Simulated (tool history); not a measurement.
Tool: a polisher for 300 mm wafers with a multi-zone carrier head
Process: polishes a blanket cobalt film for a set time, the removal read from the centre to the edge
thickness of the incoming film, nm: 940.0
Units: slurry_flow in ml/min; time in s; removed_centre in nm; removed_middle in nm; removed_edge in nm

| run | hour | slurry_flow | centre_zone | middle_zone | edge_zone | time | removed_centre | removed_middle | removed_edge |
|---|---|---|---|---|---|---|---|---|---|
| 1 | 0.0 | 220 | 1.00 | 1.00 | 1.00 | 48 | 221.12 | 221.28 | 226.63 |
| 2 | 9.0 | 215 | 0.99 | 0.98 | 0.97 | 45 | 205.01 | 201.87 | 210.57 |
| 3 | 10.2 | 215 | 0.98 | 0.98 | 0.94 | 42 | 189.99 | 190.57 | 194.51 |
| 4 | 18.5 | 215 | 0.90 | 0.98 | 0.94 | 42 | 172.86 | 189.75 | 189.43 |
| 5 | 21.2 | 215 | 0.90 | 0.94 | 0.94 | 42 | 172.75 | 182.92 | 195.05 |
| 6 | 27.6 | 215 | 0.91 | 0.94 | 0.92 | 40 | 170.34 | 173.98 | 183.58 |
| 7 | 33.4 | 210 | 0.91 | 0.94 | 0.90 | 39 | 166.80 | 170.35 | 171.64 |

The next listed run, before its measurement:
| 8 | 36.7 | 200 | 0.90 | 0.92 | 0.89 | 39 | ? | ? | ? |

{"run 8": {"removed_centre": 162.01, "removed_middle": 164.47, "removed_edge": 173.27}}
